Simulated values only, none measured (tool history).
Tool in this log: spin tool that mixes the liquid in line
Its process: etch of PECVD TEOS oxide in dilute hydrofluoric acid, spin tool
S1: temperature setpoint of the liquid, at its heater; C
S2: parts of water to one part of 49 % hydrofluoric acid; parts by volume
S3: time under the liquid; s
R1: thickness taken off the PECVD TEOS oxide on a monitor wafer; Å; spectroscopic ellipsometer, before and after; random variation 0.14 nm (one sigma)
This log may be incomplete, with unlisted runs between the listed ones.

| run | day | S1 | S2 | S3 | R1 |
|---|---|---|---|---|---|
| 1 | 0.000 | 22.0 | 180 | 55 | 81.511 |
| 2 | 0.358 | 23.5 | 155 | 55 | 103.740 |
| 3 | 0.646 | 25.0 | 140 | 55 | 123.860 |
| 4 | 0.733 | 27.0 | 140 | 55 | 133.410 |
| 5 | 0.896 | 27.0 | 140 | 55 | 131.570 |
| 6 | 1.062 | 27.5 | 125 | 55 | 153.560 |

Estimate the outcome of run 7 from the log above:
| 7 | 1.429 | 28.0 | 120 | 55 | ? |

{"run 7": {"R1": 165.76}}
